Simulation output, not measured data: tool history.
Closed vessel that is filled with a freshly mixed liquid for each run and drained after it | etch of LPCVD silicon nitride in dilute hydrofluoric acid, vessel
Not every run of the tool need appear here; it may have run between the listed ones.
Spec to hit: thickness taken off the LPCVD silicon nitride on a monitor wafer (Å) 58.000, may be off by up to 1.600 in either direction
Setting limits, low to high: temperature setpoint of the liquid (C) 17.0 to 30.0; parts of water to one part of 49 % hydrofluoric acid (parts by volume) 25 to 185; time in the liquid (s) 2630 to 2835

run  hour  temperature setpoint of the liquid (C)  parts of water to one part of 49 % hydrofluoric acid (parts by volume)  time in the liquid (s)  thickness taken off the LPCVD silicon nitride on a monitor wafer (Å)
  1   0.0                                    22.0                                                                     105                    2630                                                               112.240
  2   1.1                                    22.0                                                                     120                    2630                                                               100.360
  3   3.3                                    22.0                                                                     120                    2835                                                               107.120
  4   9.2                                    22.0                                                                      95                    2835                                                               133.010
  5  16.6                                    20.5                                                                     110                    2830                                                               104.940
  6  20.3                                    23.0                                                                     110                    2830                                                               124.700
  7  28.5                                    21.5                                                                     125                    2825                                                               100.060
  8  37.0                                    20.5                                                                     135                    2820                                                                86.023
     44.7  -- hydrofluoric acid flow meter replaced
  9  44.7                                    19.5                                                                     140                    2820                                                                82.801
 10  45.7                                    19.5                                                                     140                    2820                                                                81.749
 11  46.5                                    19.0                                                                     150                    2815                                                                74.367
 12  53.0                                    18.5                                                                     155                    2815                                                                68.242
 13  59.5                                    18.0                                                                     160                    2815                                                                65.389
 14  64.9                                    17.5                                                                     165                    2815                                                                61.077

Which of these 5 next moves meets every target?
  A  70.3                                    17.0                                                                     145                    2740                                                                     ?
  B  70.3                                    17.0                                                                     145                    2835                                                                     ?
  C  70.3                                    18.0                                                                     170                    2630                                                                     ?
  D  70.3                                    19.5                                                                     180                    2700                                                                     ?
  E  70.3                                    18.5                                                                     165                    2790                                                                     ?

move  thickness taken off the LPCVD silicon nitride on a monitor wafer (Å)
   A                                                                65.243
   B                                                                67.505
   C                                                                57.503
   D                                                                61.757
   E                                                                64.939
A: further off than the last run
B: further off than the last run
C: every result within its allowed miss
D: further off than the last run
E: further off than the last run
The right move is C.

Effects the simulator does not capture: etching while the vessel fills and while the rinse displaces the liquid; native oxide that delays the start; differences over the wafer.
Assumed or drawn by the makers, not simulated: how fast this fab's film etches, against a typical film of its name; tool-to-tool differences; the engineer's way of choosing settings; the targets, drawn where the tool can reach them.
